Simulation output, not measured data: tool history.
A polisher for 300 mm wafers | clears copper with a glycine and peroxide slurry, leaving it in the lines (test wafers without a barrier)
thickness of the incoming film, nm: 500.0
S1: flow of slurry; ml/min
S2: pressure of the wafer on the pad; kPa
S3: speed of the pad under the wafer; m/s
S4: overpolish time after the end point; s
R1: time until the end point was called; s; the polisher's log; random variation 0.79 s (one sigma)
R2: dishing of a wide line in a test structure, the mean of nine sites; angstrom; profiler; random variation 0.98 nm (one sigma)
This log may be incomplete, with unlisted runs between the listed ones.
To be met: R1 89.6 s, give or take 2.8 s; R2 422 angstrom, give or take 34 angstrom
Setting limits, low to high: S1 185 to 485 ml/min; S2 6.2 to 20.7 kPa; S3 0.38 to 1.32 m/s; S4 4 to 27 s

run	hour	S1	S2	S3	S4	R1	R2
1	0	310	13.1	0.84	14	110.06	311.45
2	3	230	13.1	0.84	14	113.84	316.35
3	6.4	235	13.8	0.84	15	109.37	328.89
4	12.8	240	14.5	0.84	16	108.17	341.8
5	18.9	240	11.7	0.84	16	119.38	320.51
6	24.6	240	11.7	1	16	106.95	337.67
7	25.3	245	12.4	1	17	104.31	353.89
8	26.2	250	13.1	1	18	101.9	361.81

5 next moves are on the table. One of them brings every result within its allowed miss. Which?
A	27.1	245	16.5	1.14	20	?	?
B	27.1	225	14.5	1.12	21	?	?
C	27.1	345	11	1.18	20	?	?
D	27.1	300	14.5	1.2	13	?	?
E	27.1	235	13.8	1.16	15	?	?

move	R1	R2
A	83.411	407.61
B	91.058	401.43
C	96.092	382.12
D	84.729	331.33
E	90.698	345.06
A: the result that was furthest off in the last run now lies on the other side of its target
B: all results land within tolerance of their targets
C: an improvement on the last run, though not all results are within tolerance
D: the result that was furthest off in the last run now lies on the other side of its target
E: meets the target for the result that was furthest off, but another lies outside its allowed miss
Answer: B
